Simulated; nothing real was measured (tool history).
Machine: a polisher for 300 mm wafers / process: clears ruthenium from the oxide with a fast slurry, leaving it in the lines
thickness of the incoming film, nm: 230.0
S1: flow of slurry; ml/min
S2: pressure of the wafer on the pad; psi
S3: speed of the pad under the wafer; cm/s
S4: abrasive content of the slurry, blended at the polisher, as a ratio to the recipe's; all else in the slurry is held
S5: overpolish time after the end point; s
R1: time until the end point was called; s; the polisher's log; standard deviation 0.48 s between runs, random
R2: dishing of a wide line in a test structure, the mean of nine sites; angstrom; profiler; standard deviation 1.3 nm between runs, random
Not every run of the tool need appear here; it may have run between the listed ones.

| run | hour | S1 | S2 | S3 | S4 | S5 | R1 | R2 |
|---|---|---|---|---|---|---|---|---|
| 1 | 0 | 300 | 2.4 | 110 | 1 | 26 | 77.86 | 488.53 |
| 2 | 2.4 | 300 | 2 | 110 | 1 | 26 | 93.832 | 427.03 |
| 3 | 11.3 | 345 | 2 | 110 | 1 | 26 | 92.851 | 432.62 |
| 4 | 20 | 345 | 2.2 | 112 | 1 | 27 | 82.061 | 493.08 |
| 5 | 27 | 310 | 2.2 | 112 | 1 | 27 | 81.593 | 477.57 |
| 6 | 34.5 | 310 | 2.6 | 112 | 1 | 27 | 72.085 | 543.4 |
| 7 | 39.4 | 310 | 2.8 | 114 | 1 | 27 | 64.404 | 572.31 |
| 8 | 43.1 | 310 | 2.9 | 116 | 1 | 28 | 61.058 | 623.41 |
| 9 | 48.7 | 310 | 3 | 118 | 1 | 28 | 57.442 | 623.52 |
|  | 57 | slurry blender recalibrated |
| 10 | 57 | 310 | 3.1 | 120 | 1 | 29 | 43.782 | 739.43 |
| 11 | 60.1 | 310 | 3.1 | 120 | 1 | 29 | 45.146 | 747.03 |

The next listed run, before its measurement:
| 12 | 61.2 | 310 | 3.4 | 120 | 1 | 34 | ? | ? |

{"run 12": {"R1": 41.001, "R2": 822.33}}

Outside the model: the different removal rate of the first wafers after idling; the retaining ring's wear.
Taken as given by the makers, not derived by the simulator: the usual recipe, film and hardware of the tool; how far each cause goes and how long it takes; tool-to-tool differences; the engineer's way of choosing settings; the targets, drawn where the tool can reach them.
